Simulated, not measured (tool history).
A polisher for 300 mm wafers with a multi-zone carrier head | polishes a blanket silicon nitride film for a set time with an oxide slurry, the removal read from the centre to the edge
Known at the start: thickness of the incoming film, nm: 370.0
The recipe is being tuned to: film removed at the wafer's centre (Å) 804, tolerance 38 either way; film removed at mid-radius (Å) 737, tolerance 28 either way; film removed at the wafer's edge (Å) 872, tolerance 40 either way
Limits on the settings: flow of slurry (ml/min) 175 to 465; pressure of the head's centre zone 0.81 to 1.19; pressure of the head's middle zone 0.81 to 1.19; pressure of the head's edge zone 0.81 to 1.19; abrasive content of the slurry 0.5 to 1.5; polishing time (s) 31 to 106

run,hour,flow of slurry (ml/min),pressure of the head's centre zone,pressure of the head's middle zone,pressure of the head's edge zone,abrasive content of the slurry,polishing time (s),film removed at the wafer's centre (Å),film removed at mid-radius (Å),film removed at the wafer's edge (Å)
1,0,295,1,1,1,1,68,624.79,607.59,620.78
2,8.3,290,1,0.98,1.04,1.15,69,650.48,633.61,656.66
3,17.2,290,1,0.94,1.07,1.25,72,702.23,655.24,732.21
4,23.5,290,1,0.94,1.07,1.35,72,709.5,680.97,742.46
5,27.3,290,1,0.94,1.07,1.35,55,554.13,527.1,560.27
6,31.7,235,1,0.94,1.07,1.35,55,534.55,518.8,544.8
7,35.6,260,1.01,0.94,1.1,1.4,60,593.1,577.47,631.99
8,38.7,335,1.11,0.97,1.19,1.5,72,833.28,737.76,822.13
9,42.9,330,1.09,0.96,1.19,1.5,73,822.98,737.8,815.64

5 next moves are on the table. One of them brings every result within its allowed miss. Which?
A,47.1,335,1.03,1.05,1.18,1.5,68,?,?,?
B,47.1,340,1.15,1.03,1.16,1.5,68,?,?,?
C,47.1,275,1,1.14,1.16,1.5,70,?,?,?
D,47.1,405,1,0.9,1.19,1.4,78,?,?,?
E,47.1,265,1.01,1.14,1.11,1.5,72,?,?,?

move,film removed at the wafer's centre (Å),film removed at mid-radius (Å),film removed at the wafer's edge (Å)
A,732.39,740.88,761.23
B,819.4,729.38,755.87
C,716.86,802.81,764.9
D,810.98,742.25,870.27
E,741.43,822.42,767.95
A: its largest miss is bigger than the last run's
B: its largest miss is bigger than the last run's
C: its largest miss is bigger than the last run's
D: meets every target
E: its largest miss is bigger than the last run's
Answer: D
